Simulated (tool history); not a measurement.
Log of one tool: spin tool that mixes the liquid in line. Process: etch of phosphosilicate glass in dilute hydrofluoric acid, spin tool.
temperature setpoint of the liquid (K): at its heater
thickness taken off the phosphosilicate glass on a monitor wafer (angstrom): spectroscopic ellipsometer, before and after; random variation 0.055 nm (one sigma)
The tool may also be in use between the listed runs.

run  hour  temperature setpoint of the liquid (K)  parts of water to one part of 49 % hydrofluoric acid (parts by volume)  time under the liquid (s)  thickness taken off the phosphosilicate glass on a monitor wafer (angstrom)
  1     0                                  295.15                                                                     190                         15                                                                       40.686
  2     7                                  297.65                                                                     190                         15                                                                       45.794
  3  10.1                                  296.15                                                                     190                         15                                                                       42.846
  4  12.7                                  297.65                                                                     180                         15                                                                        49.02
  5  20.7                                  297.65                                                                     205                         15                                                                       41.768
  6  22.1                                  299.15                                                                     190                         15                                                                       47.335
  7  24.2                                  300.15                                                                     175                         15                                                                       54.917
  8  29.6                                  300.65                                                                     165                         15                                                                       59.944
  9  34.6                                  301.15                                                                     160                         15                                                                       63.431

Run 10 comes next. What will it give?
 10  36.8                                  301.65                                                                     155                         15                                                                            ?

thickness taken off the phosphosilicate glass on a monitor wafer (angstrom): 67.443
